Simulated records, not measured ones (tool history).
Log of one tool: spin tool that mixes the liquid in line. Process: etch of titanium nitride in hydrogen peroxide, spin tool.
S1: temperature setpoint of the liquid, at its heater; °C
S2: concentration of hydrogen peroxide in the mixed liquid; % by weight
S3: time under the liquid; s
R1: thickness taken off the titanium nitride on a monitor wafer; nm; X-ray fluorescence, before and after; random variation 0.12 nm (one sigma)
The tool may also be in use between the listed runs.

{"run": 1, "hour": 0.0, "S1": 43.0, "S2": 18.5, "S3": 310, "R1": 7.9405}
{"run": 2, "hour": 5.1, "S1": 45.5, "S2": 18.5, "S3": 310, "R1": 9.5266}
{"run": 3, "hour": 8.8, "S1": 45.5, "S2": 22.0, "S3": 310, "R1": 9.8266}
{"run": 4, "hour": 17.0, "S1": 43.0, "S2": 22.0, "S3": 310, "R1": 8.2526}
{"run": 5, "hour": 23.1, "S1": 45.0, "S2": 22.0, "S3": 310, "R1": 9.5914}
{"run": 6, "hour": 32.1, "S1": 46.5, "S2": 22.0, "S3": 310, "R1": 10.643}

The next listed run, before its measurement:
{"run": 7, "hour": 41.0, "S1": 47.5, "S2": 22.0, "S3": 310, "R1": "?"}

R1: 11.6530 nm
